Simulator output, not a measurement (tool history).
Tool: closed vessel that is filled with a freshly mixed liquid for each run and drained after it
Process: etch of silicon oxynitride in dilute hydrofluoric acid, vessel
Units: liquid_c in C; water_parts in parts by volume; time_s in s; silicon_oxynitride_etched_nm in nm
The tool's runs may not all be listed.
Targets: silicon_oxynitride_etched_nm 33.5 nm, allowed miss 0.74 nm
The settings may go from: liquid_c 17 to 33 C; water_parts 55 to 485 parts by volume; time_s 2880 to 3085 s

run 1 hour=0 | liquid_c=25 water_parts=270 time_s=2880 | silicon_oxynitride_etched_nm=41.938
run 2 hour=2.7 | liquid_c=24 water_parts=270 time_s=2880 | silicon_oxynitride_etched_nm=40.73
run 3 hour=4.9 | liquid_c=23 water_parts=270 time_s=2880 | silicon_oxynitride_etched_nm=38.977
run 4 hour=12.6 | liquid_c=23 water_parts=195 time_s=2880 | silicon_oxynitride_etched_nm=56.698
run 5 hour=20 | liquid_c=23 water_parts=160 time_s=2880 | silicon_oxynitride_etched_nm=71.083
run 6 hour=28.4 | liquid_c=21.5 water_parts=180 time_s=2880 | silicon_oxynitride_etched_nm=57.959
run 7 hour=37.6 | liquid_c=20.5 water_parts=195 time_s=2880 | silicon_oxynitride_etched_nm=50.574
run 8 hour=39.9 | liquid_c=20.5 water_parts=195 time_s=2880 | silicon_oxynitride_etched_nm=50.956
run 9 hour=42.5 | liquid_c=20 water_parts=205 time_s=2880 | silicon_oxynitride_etched_nm=46.674
run 10 hour=47.9 | liquid_c=19.5 water_parts=210 time_s=2880 | silicon_oxynitride_etched_nm=44.228

4 next moves are on the table. One of them brings every result within its allowed miss. Which?
run A hour=53.3 | liquid_c=20.5 water_parts=265 time_s=2880 | silicon_oxynitride_etched_nm=?
run B hour=53.3 | liquid_c=21 water_parts=275 time_s=2970 | silicon_oxynitride_etched_nm=?
run C hour=53.3 | liquid_c=19.5 water_parts=270 time_s=3080 | silicon_oxynitride_etched_nm=?
run D hour=53.3 | liquid_c=17 water_parts=250 time_s=2975 | silicon_oxynitride_etched_nm=?

move=A silicon_oxynitride_etched_nm=35.345
move=B silicon_oxynitride_etched_nm=35.69
move=C silicon_oxynitride_etched_nm=35.358
move=D silicon_oxynitride_etched_nm=33.263
A: nearer than the last run, and not there yet
B: nearer than the last run, and not there yet
C: nearer than the last run, and not there yet
D: meets every target
Move D is the one to make.
